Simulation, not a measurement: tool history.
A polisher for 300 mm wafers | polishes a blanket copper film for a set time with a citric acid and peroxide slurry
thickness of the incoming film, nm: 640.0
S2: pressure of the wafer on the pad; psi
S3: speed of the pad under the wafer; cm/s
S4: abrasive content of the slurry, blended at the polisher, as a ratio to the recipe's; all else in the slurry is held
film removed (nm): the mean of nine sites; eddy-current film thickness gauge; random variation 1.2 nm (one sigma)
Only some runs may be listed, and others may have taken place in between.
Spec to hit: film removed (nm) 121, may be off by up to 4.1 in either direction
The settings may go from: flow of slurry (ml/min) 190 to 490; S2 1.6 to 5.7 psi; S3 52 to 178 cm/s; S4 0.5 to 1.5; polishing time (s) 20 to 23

{"run": 1, "hour": 0.0, "flow of slurry (ml/min)": 315, "S2": 3.6, "S3": 114, "S4": 1, "polishing time (s)": 23, "film removed (nm)": 67.382}
{"run": 2, "hour": 6.9, "flow of slurry (ml/min)": 315, "S2": 3.6, "S3": 114, "S4": 0.9, "polishing time (s)": 23, "film removed (nm)": 66.411}
{"run": 3, "hour": 11.0, "flow of slurry (ml/min)": 380, "S2": 3.6, "S3": 114, "S4": 0.9, "polishing time (s)": 23, "film removed (nm)": 67.3}
{"run": 4, "hour": 14.9, "flow of slurry (ml/min)": 380, "S2": 4.1, "S3": 114, "S4": 0.9, "polishing time (s)": 23, "film removed (nm)": 74.711}
{"run": 5, "hour": 19.4, "flow of slurry (ml/min)": 425, "S2": 4.1, "S3": 114, "S4": 0.9, "polishing time (s)": 23, "film removed (nm)": 75.272}
{"run": 6, "hour": 24.4, "flow of slurry (ml/min)": 425, "S2": 4.5, "S3": 118, "S4": 0.9, "polishing time (s)": 23, "film removed (nm)": 84.513}
{"run": 7, "hour": 31.9, "flow of slurry (ml/min)": 425, "S2": 4.8, "S3": 122, "S4": 0.9, "polishing time (s)": 23, "film removed (nm)": 94.401}
{"run": 8, "hour": 36.6, "flow of slurry (ml/min)": 425, "S2": 5, "S3": 124, "S4": 0.9, "polishing time (s)": 23, "film removed (nm)": 97.882}
{"run": 9, "hour": 37.4, "flow of slurry (ml/min)": 425, "S2": 5.7, "S3": 132, "S4": 0.9, "polishing time (s)": 23, "film removed (nm)": 115.78}

Exactly one of the 5 candidate moves below puts every result within its allowed miss. Which one?
{"run": "A", "hour": 38.2, "flow of slurry (ml/min)": 490, "S2": 5.7, "S3": 142, "S4": 1, "polishing time (s)": 23, "film removed (nm)": "?"}
{"run": "B", "hour": 38.2, "flow of slurry (ml/min)": 380, "S2": 5.7, "S3": 144, "S4": 0.95, "polishing time (s)": 23, "film removed (nm)": "?"}
{"run": "C", "hour": 38.2, "flow of slurry (ml/min)": 410, "S2": 5.7, "S3": 140, "S4": 0.9, "polishing time (s)": 21, "film removed (nm)": "?"}
{"run": "D", "hour": 38.2, "flow of slurry (ml/min)": 465, "S2": 5.5, "S3": 148, "S4": 0.95, "polishing time (s)": 22, "film removed (nm)": "?"}
{"run": "E", "hour": 38.2, "flow of slurry (ml/min)": 380, "S2": 5.7, "S3": 144, "S4": 0.95, "polishing time (s)": 20, "film removed (nm)": "?"}

move=A film_removed_(nm)=129.13
move=B film_removed_(nm)=127.33
move=C film_removed_(nm)=112.39
move=D film_removed_(nm)=122.82
move=E film_removed_(nm)=110.72
A: pushes the last run's worst result past its target
B: pushes the last run's worst result past its target
C: its largest miss is bigger than the last run's
D: every result lands within tolerance
E: its largest miss is bigger than the last run's
Move D is the one to make.
